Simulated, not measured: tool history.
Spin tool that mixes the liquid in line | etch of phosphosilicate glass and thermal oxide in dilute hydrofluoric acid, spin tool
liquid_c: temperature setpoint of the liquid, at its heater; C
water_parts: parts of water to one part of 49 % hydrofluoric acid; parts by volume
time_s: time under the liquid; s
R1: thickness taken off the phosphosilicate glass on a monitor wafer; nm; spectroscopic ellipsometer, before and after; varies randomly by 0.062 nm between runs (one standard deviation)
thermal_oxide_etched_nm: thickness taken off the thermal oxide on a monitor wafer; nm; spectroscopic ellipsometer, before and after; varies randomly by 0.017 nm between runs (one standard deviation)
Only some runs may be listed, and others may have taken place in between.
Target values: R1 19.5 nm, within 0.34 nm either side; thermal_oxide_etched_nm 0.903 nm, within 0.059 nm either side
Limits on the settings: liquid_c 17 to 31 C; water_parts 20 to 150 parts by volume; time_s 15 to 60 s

Run 1, hour 0: liquid_c 23 C, water_parts 85 parts by volume, time_s 30 s. Result: R1 31.092 nm, thermal_oxide_etched_nm 1.3809 nm.
Run 2, hour 3.8: liquid_c 26 C, water_parts 85 parts by volume, time_s 30 s. Result: R1 34.926 nm, thermal_oxide_etched_nm 1.5823 nm.
Run 3, hour 5: liquid_c 26 C, water_parts 85 parts by volume, time_s 45 s. Result: R1 52.218 nm, thermal_oxide_etched_nm 2.4219 nm.
Run 4, hour 13.1: liquid_c 26 C, water_parts 70 parts by volume, time_s 45 s. Result: R1 64.665 nm, thermal_oxide_etched_nm 2.943 nm.
Run 5, hour 18.1: liquid_c 26 C, water_parts 70 parts by volume, time_s 35 s. Result: R1 50.396 nm, thermal_oxide_etched_nm 2.4435 nm.
Run 6, hour 24.6: liquid_c 26 C, water_parts 90 parts by volume, time_s 35 s. Result: R1 38.262 nm, thermal_oxide_etched_nm 1.787 nm.
Run 7, hour 32.3: liquid_c 25 C, water_parts 95 parts by volume, time_s 35 s. Result: R1 34.512 nm, thermal_oxide_etched_nm 1.5798 nm.
Run 8, hour 36.1: liquid_c 24.5 C, water_parts 100 parts by volume, time_s 35 s. Result: R1 31.996 nm, thermal_oxide_etched_nm 1.4672 nm.
Run 9, hour 39.9: liquid_c 24.5 C, water_parts 100 parts by volume, time_s 35 s. Result: R1 31.736 nm, thermal_oxide_etched_nm 1.508 nm.
Run 10, hour 43.3: liquid_c 23.5 C, water_parts 100 parts by volume, time_s 35 s. Result: R1 30.783 nm, thermal_oxide_etched_nm 1.4319 nm.
Run 11, hour 50.4: liquid_c 23 C, water_parts 100 parts by volume, time_s 35 s. Result: R1 30.167 nm, thermal_oxide_etched_nm 1.3916 nm.
Run 12, hour 52.4: liquid_c 22.5 C, water_parts 100 parts by volume, time_s 35 s. Result: R1 29.479 nm, thermal_oxide_etched_nm 1.3679 nm.
Run 13, hour 59.2: liquid_c 22 C, water_parts 100 parts by volume, time_s 35 s. Result: R1 28.845 nm, thermal_oxide_etched_nm 1.3966 nm.
Run 14, hour 65.8: liquid_c 22 C, water_parts 105 parts by volume, time_s 35 s. Result: R1 27.546 nm, thermal_oxide_etched_nm 1.2249 nm.
Run 15, hour 72.9: liquid_c 21.5 C, water_parts 105 parts by volume, time_s 35 s. Result: R1 26.786 nm, thermal_oxide_etched_nm 1.2608 nm.
Run 16, hour 79.8: liquid_c 21 C, water_parts 105 parts by volume, time_s 35 s. Result: R1 26.274 nm, thermal_oxide_etched_nm 1.211 nm.
Run 17, hour 86.2: liquid_c 20.5 C, water_parts 105 parts by volume, time_s 35 s. Result: R1 25.78 nm, thermal_oxide_etched_nm 1.1473 nm.
Run 18, hour 94.8: liquid_c 19.5 C, water_parts 115 parts by volume, time_s 35 s. Result: R1 22.226 nm, thermal_oxide_etched_nm 1.0466 nm.
At hour 99.5: thermometer replaced.
Run 19, hour 99.5: liquid_c 18.5 C, water_parts 125 parts by volume, time_s 35 s. Result: R1 20.834 nm, thermal_oxide_etched_nm 0.94799 nm.
Run 20, hour 102: liquid_c 17.5 C, water_parts 125 parts by volume, time_s 35 s. Result: R1 19.939 nm, thermal_oxide_etched_nm 0.93884 nm.

Exactly one of the 4 candidate moves below puts every result within its allowed miss. Which one?
Run A, hour 104.5: liquid_c 17 C, water_parts 140 parts by volume, time_s 40 s. Result: R1 ?, thermal_oxide_etched_nm ?.
Run B, hour 104.5: liquid_c 17 C, water_parts 145 parts by volume, time_s 40 s. Result: R1 ?, thermal_oxide_etched_nm ?.
Run C, hour 104.5: liquid_c 17 C, water_parts 150 parts by volume, time_s 45 s. Result: R1 ?, thermal_oxide_etched_nm ?.
Run D, hour 104.5: liquid_c 18 C, water_parts 135 parts by volume, time_s 40 s. Result: R1 ?, thermal_oxide_etched_nm ?.

move      R1  thermal_oxide_etched_nm
   A  19.605                  0.91666
   B  18.836                  0.88073
   C  20.385                  0.95314
   D   21.29                  0.99543
A: every result within its allowed miss
B: takes the biggest miss from the last run beyond its target
C: its largest miss is bigger than the last run's
D: its largest miss is bigger than the last run's
Move A is the one to make.

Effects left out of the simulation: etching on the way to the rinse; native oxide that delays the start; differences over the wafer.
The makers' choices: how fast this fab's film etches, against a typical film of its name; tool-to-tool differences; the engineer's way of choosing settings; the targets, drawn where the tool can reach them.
